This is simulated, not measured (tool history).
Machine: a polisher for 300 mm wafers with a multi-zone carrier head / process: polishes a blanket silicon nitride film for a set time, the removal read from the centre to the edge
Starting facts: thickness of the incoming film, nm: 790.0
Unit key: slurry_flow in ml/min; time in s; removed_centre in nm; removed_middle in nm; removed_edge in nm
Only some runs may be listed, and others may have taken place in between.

run,day,slurry_flow,centre_zone,middle_zone,edge_zone,time,removed_centre,removed_middle,removed_edge
1,0,315,1,1,1,42,59.625,59.652,59.23
2,0.312,315,1.02,1,1.03,44,63.197,62.502,64.118
3,0.55,320,1.05,1.02,1.05,45,66.207,65.663,66.534
4,0.629,320,1.05,1.07,1.05,45,65.955,67.883,66.294
5,0.788,320,1.05,1.07,0.97,45,66.196,68.207,62.971
6,0.867,325,1.07,1.07,1.01,46,70.221,69.987,66.281
7,1.167,330,1.09,1.07,1.04,47,71.675,73.208,68.816
8,1.5,330,1.11,1.05,1.07,48,75.512,72.747,70.974
9,1.796,330,1.11,1.05,1.07,48,72.989,72.35,72.034
10,2,335,1.13,1.04,1.08,49,76.8,73.624,72.992
11,2.321,335,1.14,1.04,1.1,49,77.212,71.609,73.188
12,2.638,335,1.14,1.04,1.11,49,78.062,71.199,74.037

Run 13 has not been measured yet. What should we expect?
13,2.725,340,1.14,1.05,1.12,49,?,?,?

{"run 13": {"removed_centre": 78.98, "removed_middle": 73.871, "removed_edge": 74.667}}

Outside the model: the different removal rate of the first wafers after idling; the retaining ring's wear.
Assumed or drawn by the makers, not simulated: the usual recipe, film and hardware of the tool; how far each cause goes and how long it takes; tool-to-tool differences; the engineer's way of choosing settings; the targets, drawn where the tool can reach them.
